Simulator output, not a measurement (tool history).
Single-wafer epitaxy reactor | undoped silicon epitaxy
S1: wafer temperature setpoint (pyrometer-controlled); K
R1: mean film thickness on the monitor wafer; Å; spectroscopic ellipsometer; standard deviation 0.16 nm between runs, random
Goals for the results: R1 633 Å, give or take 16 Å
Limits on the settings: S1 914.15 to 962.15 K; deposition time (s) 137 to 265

Run 1, hour 0: S1 938.15 K, deposition time (s) 201. Result: R1 445.11 Å.
Run 2, hour 4.2: S1 938.15 K, deposition time (s) 188. Result: R1 417.58 Å.
Run 3, hour 6.2: S1 938.15 K, deposition time (s) 169. Result: R1 373.49 Å.
Run 4, hour 14.7: S1 933.15 K, deposition time (s) 169. Result: R1 337.86 Å.
Run 5, hour 20.8: S1 942.15 K, deposition time (s) 171. Result: R1 411.23 Å.
At hour 22.8: pyrometer calibrated.
Run 6, hour 22.8: S1 942.15 K, deposition time (s) 188. Result: R1 494.61 Å.
Run 7, hour 28.2: S1 944.15 K, deposition time (s) 188. Result: R1 515.42 Å.
Run 8, hour 31.1: S1 946.15 K, deposition time (s) 188. Result: R1 533.1 Å.
Run 9, hour 36.4: S1 956.15 K, deposition time (s) 189. Result: R1 656.37 Å.

Which single option among these 4 for the next run brings every result within its allowed miss of target? Just one does.
Run A, hour 41.7: S1 948.15 K, deposition time (s) 200. Result: R1 ?.
Run B, hour 41.7: S1 950.15 K, deposition time (s) 205. Result: R1 ?.
Run C, hour 41.7: S1 949.15 K, deposition time (s) 225. Result: R1 ?.
Run D, hour 41.7: S1 956.15 K, deposition time (s) 194. Result: R1 ?.

move      R1
   A  590.97
   B  630.53
   C  678.32
   D  672.31
A: moves the result that the last run missed by most past its target, out the other side
B: all results land within tolerance of their targets
C: the biggest miss grows against the last run
D: the biggest miss grows against the last run
Correct choice: B, which meets every target

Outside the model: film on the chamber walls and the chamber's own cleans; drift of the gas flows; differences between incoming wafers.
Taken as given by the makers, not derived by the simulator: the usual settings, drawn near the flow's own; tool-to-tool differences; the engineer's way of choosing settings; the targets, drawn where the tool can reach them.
